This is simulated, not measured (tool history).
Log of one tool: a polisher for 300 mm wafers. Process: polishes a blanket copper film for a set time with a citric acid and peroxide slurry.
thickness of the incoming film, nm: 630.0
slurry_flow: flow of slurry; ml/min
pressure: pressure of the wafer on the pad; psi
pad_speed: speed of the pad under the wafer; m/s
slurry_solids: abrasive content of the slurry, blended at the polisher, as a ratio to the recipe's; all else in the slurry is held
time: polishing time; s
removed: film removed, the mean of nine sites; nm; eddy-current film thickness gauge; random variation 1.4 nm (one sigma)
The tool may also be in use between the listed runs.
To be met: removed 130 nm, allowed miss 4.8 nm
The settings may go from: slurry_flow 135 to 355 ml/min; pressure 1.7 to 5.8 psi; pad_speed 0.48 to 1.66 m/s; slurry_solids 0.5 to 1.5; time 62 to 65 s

Run 1, hour 0: slurry_flow 225 ml/min, pressure 3.7 psi, pad_speed 1.06 m/s, slurry_solids 1, time 62 s. Result: removed 155.96 nm.
Run 2, hour 6: slurry_flow 265 ml/min, pressure 3.7 psi, pad_speed 1.06 m/s, slurry_solids 1, time 62 s. Result: removed 158.07 nm.
Run 3, hour 11.3: slurry_flow 265 ml/min, pressure 3.6 psi, pad_speed 1.06 m/s, slurry_solids 1, time 62 s. Result: removed 152.74 nm.
Run 4, hour 19.2: slurry_flow 265 ml/min, pressure 3.6 psi, pad_speed 1.06 m/s, slurry_solids 0.9, time 62 s. Result: removed 152.06 nm.
Run 5, hour 27.5: slurry_flow 265 ml/min, pressure 3.5 psi, pad_speed 1.06 m/s, slurry_solids 0.9, time 62 s. Result: removed 147.97 nm.
Run 6, hour 32.6: slurry_flow 265 ml/min, pressure 3.4 psi, pad_speed 1.06 m/s, slurry_solids 0.9, time 62 s. Result: removed 144.36 nm.
Run 7, hour 38.5: slurry_flow 265 ml/min, pressure 3.3 psi, pad_speed 1.06 m/s, slurry_solids 0.9, time 62 s. Result: removed 139.62 nm.
Run 8, hour 43.2: slurry_flow 265 ml/min, pressure 3.2 psi, pad_speed 1.06 m/s, slurry_solids 0.9, time 62 s. Result: removed 132.38 nm.

4 next moves are on the table. One of them brings every result within its allowed miss. Which?
Run A, hour 47.9: slurry_flow 305 ml/min, pressure 2.5 psi, pad_speed 1.32 m/s, slurry_solids 1.1, time 62 s. Result: removed ?.
Run B, hour 47.9: slurry_flow 270 ml/min, pressure 2.7 psi, pad_speed 1.22 m/s, slurry_solids 0.9, time 65 s. Result: removed ?.
Run C, hour 47.9: slurry_flow 310 ml/min, pressure 3.8 psi, pad_speed 0.84 m/s, slurry_solids 1, time 62 s. Result: removed ?.
Run D, hour 47.9: slurry_flow 260 ml/min, pressure 2.9 psi, pad_speed 1.18 m/s, slurry_solids 0.85, time 64 s. Result: removed ?.

move  removed
   A   138.66
   B   137.32
   C   131.65
   D      138
A: further off than the last run
B: further off than the last run
C: meets every target
D: further off than the last run
Move C is the one to make.
